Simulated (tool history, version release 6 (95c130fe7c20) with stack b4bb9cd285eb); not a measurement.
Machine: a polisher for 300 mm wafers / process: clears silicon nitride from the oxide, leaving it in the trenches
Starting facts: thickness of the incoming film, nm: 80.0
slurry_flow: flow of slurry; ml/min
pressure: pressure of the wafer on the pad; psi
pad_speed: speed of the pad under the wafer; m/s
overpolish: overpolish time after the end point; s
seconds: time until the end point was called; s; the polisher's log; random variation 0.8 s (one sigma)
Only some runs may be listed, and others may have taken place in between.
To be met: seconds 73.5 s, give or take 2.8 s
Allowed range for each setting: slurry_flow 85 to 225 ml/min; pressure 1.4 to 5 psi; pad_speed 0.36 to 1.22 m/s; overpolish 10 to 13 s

run 1 hour=0 | slurry_flow=145 pressure=3.2 pad_speed=0.78 overpolish=13 | seconds=106.4
run 2 hour=4.8 | slurry_flow=145 pressure=2.7 pad_speed=0.78 overpolish=13 | seconds=128.55
run 3 hour=13.4 | slurry_flow=145 pressure=2.9 pad_speed=0.78 overpolish=13 | seconds=122.03
run 4 hour=16.2 | slurry_flow=145 pressure=2.2 pad_speed=0.78 overpolish=13 | seconds=154.48
run 5 hour=16.8 | slurry_flow=145 pressure=2.2 pad_speed=0.78 overpolish=10 | seconds=156.84
run 6 hour=23.3 | slurry_flow=145 pressure=3 pad_speed=0.78 overpolish=10 | seconds=111.87
run 7 hour=32.1 | slurry_flow=145 pressure=3.1 pad_speed=0.78 overpolish=10 | seconds=110.27
run 8 hour=36.6 | slurry_flow=145 pressure=3.2 pad_speed=0.78 overpolish=10 | seconds=108.92
run 9 hour=42 | slurry_flow=145 pressure=3.3 pad_speed=0.78 overpolish=10 | seconds=104.07
run 10 hour=45.2 | slurry_flow=145 pressure=3.4 pad_speed=0.78 overpolish=10 | seconds=101.17
run 11 hour=48.9 | slurry_flow=145 pressure=3.5 pad_speed=0.78 overpolish=10 | seconds=99.647
run 12 hour=54.7 | slurry_flow=145 pressure=3.6 pad_speed=0.78 overpolish=10 | seconds=98.354

Exactly one of the 4 candidate moves below puts every result within its allowed miss. Which one?
run A hour=60.5 | slurry_flow=145 pressure=2.8 pad_speed=0.62 overpolish=10 | seconds=?
run B hour=60.5 | slurry_flow=155 pressure=3.7 pad_speed=0.98 overpolish=12 | seconds=?
run C hour=60.5 | slurry_flow=160 pressure=4 pad_speed=0.84 overpolish=13 | seconds=?
run D hour=60.5 | slurry_flow=130 pressure=4.1 pad_speed=0.82 overpolish=11 | seconds=?

move=A seconds=155.67
move=B seconds=75.504
move=C seconds=80.969
move=D seconds=83.319
A: misses by more than the last run did
B: every result lands within tolerance
C: closes in on the targets versus the last run, not all within tolerance yet
D: closes in on the targets versus the last run, not all within tolerance yet
Go with B: it meets all targets.
